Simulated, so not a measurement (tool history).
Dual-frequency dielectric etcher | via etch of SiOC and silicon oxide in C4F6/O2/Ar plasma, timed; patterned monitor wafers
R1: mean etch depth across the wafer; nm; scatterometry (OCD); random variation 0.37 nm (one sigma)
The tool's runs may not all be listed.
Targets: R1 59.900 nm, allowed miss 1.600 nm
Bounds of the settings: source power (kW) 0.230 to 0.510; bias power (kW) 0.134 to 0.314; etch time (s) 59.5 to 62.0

Run 1, hour 0.0: source power (kW) 0.370, bias power (kW) 0.224, etch time (s) 59.5. Result: R1 72.675 nm.
Run 2, hour 4.2: source power (kW) 0.350, bias power (kW) 0.217, etch time (s) 59.5. Result: R1 70.260 nm.
Run 3, hour 8.8: source power (kW) 0.350, bias power (kW) 0.187, etch time (s) 59.5. Result: R1 68.490 nm.
Run 4, hour 16.5: source power (kW) 0.330, bias power (kW) 0.183, etch time (s) 59.5. Result: R1 66.488 nm.
Run 5, hour 19.3: source power (kW) 0.330, bias power (kW) 0.183, etch time (s) 62.0. Result: R1 68.896 nm.
Run 6, hour 27.9: source power (kW) 0.380, bias power (kW) 0.183, etch time (s) 62.0. Result: R1 72.213 nm.
Run 7, hour 32.8: source power (kW) 0.370, bias power (kW) 0.175, etch time (s) 61.5. Result: R1 71.195 nm.
Run 8, hour 38.9: source power (kW) 0.350, bias power (kW) 0.169, etch time (s) 61.5. Result: R1 67.731 nm.
Run 9, hour 47.8: source power (kW) 0.340, bias power (kW) 0.166, etch time (s) 61.5. Result: R1 66.590 nm.

4 next moves are on the table. One of them brings every result within its allowed miss. Which?
Run A, hour 56.7: source power (kW) 0.330, bias power (kW) 0.161, etch time (s) 59.5. Result: R1 ?.
Run B, hour 56.7: source power (kW) 0.260, bias power (kW) 0.142, etch time (s) 62.0. Result: R1 ?.
Run C, hour 56.7: source power (kW) 0.310, bias power (kW) 0.150, etch time (s) 62.0. Result: R1 ?.
Run D, hour 56.7: source power (kW) 0.300, bias power (kW) 0.183, etch time (s) 59.5. Result: R1 ?.

move      R1
   A  63.811
   B  59.322
   C  63.859
   D  64.034
A: nearer than the last run, and not there yet
B: meets every target
C: nearer than the last run, and not there yet
D: nearer than the last run, and not there yet
Move B is the one to make.
